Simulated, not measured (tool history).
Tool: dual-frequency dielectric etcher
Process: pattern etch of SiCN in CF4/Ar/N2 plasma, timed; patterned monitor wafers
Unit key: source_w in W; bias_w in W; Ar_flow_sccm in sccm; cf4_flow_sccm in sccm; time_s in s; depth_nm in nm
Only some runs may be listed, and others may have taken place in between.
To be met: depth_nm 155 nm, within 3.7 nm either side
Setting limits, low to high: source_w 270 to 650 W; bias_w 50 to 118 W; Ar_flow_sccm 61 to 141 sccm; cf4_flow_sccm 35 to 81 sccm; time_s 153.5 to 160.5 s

Run 1, hour 0: source_w 460 W, bias_w 84 W, Ar_flow_sccm 101 sccm, cf4_flow_sccm 58 sccm, time_s 153.5 s. Result: depth_nm 134.41 nm.
Run 2, hour 1.6: source_w 460 W, bias_w 84 W, Ar_flow_sccm 101 sccm, cf4_flow_sccm 58 sccm, time_s 153.5 s. Result: depth_nm 134.14 nm.
Run 3, hour 8.7: source_w 460 W, bias_w 84 W, Ar_flow_sccm 101 sccm, cf4_flow_sccm 58 sccm, time_s 160.5 s. Result: depth_nm 140.27 nm.
Run 4, hour 14.3: source_w 500 W, bias_w 84 W, Ar_flow_sccm 101 sccm, cf4_flow_sccm 58 sccm, time_s 160.5 s. Result: depth_nm 146.37 nm.
Run 5, hour 22.1: source_w 510 W, bias_w 85 W, Ar_flow_sccm 101 sccm, cf4_flow_sccm 58 sccm, time_s 160.5 s. Result: depth_nm 148.13 nm.
Run 6, hour 28.1: source_w 510 W, bias_w 79 W, Ar_flow_sccm 101 sccm, cf4_flow_sccm 58 sccm, time_s 160.5 s. Result: depth_nm 146 nm.
Run 7, hour 32.4: source_w 520 W, bias_w 80 W, Ar_flow_sccm 101 sccm, cf4_flow_sccm 58 sccm, time_s 160.5 s. Result: depth_nm 148.85 nm.
Run 8, hour 33.5: source_w 530 W, bias_w 80 W, Ar_flow_sccm 101 sccm, cf4_flow_sccm 58 sccm, time_s 160.5 s. Result: depth_nm 150.91 nm.
Run 9, hour 36.1: source_w 540 W, bias_w 80 W, Ar_flow_sccm 101 sccm, cf4_flow_sccm 58 sccm, time_s 160.5 s. Result: depth_nm 150.3 nm.

5 next moves are on the table. One of them brings every result within its allowed miss. Which?
Run A, hour 38.7: source_w 650 W, bias_w 62 W, Ar_flow_sccm 105 sccm, cf4_flow_sccm 81 sccm, time_s 156 s. Result: depth_nm ?.
Run B, hour 38.7: source_w 530 W, bias_w 81 W, Ar_flow_sccm 92 sccm, cf4_flow_sccm 52 sccm, time_s 158 s. Result: depth_nm ?.
Run C, hour 38.7: source_w 530 W, bias_w 87 W, Ar_flow_sccm 103 sccm, cf4_flow_sccm 61 sccm, time_s 155.5 s. Result: depth_nm ?.
Run D, hour 38.7: source_w 530 W, bias_w 78 W, Ar_flow_sccm 103 sccm, cf4_flow_sccm 63 sccm, time_s 157.5 s. Result: depth_nm ?.
Run E, hour 38.7: source_w 550 W, bias_w 64 W, Ar_flow_sccm 98 sccm, cf4_flow_sccm 63 sccm, time_s 157 s. Result: depth_nm ?.

move  depth_nm
   A    156.34
   B    147.76
   C    149.58
   D    146.67
   E    141.05
A: all results in spec
B: moves away from the targets compared with the last run
C: moves away from the targets compared with the last run
D: moves away from the targets compared with the last run
E: moves away from the targets compared with the last run
Go with A: it meets all targets.
